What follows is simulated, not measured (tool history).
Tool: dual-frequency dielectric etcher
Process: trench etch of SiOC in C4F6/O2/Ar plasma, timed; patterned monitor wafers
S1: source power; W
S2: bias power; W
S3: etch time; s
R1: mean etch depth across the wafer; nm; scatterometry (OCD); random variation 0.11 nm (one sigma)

run,day,S1,S2,S3,R1
1,0,290,164,13.5,22.662
2,0.079,290,153,13.5,22.368
3,0.225,280,151,13.5,21.676
4,0.438,280,180,13.5,22.917
5,0.538,270,178,13.5,22.538
6,0.842,270,163,13.5,21.919
7,1.046,260,162,13.5,21.642
8,1.283,250,161,13.5,21.239
9,1.608,250,161,13.5,21.013

Run 10 comes next. What will it give?
10,1.983,250,161,13.5,?

Run 10 gave R1 21.014 nm.
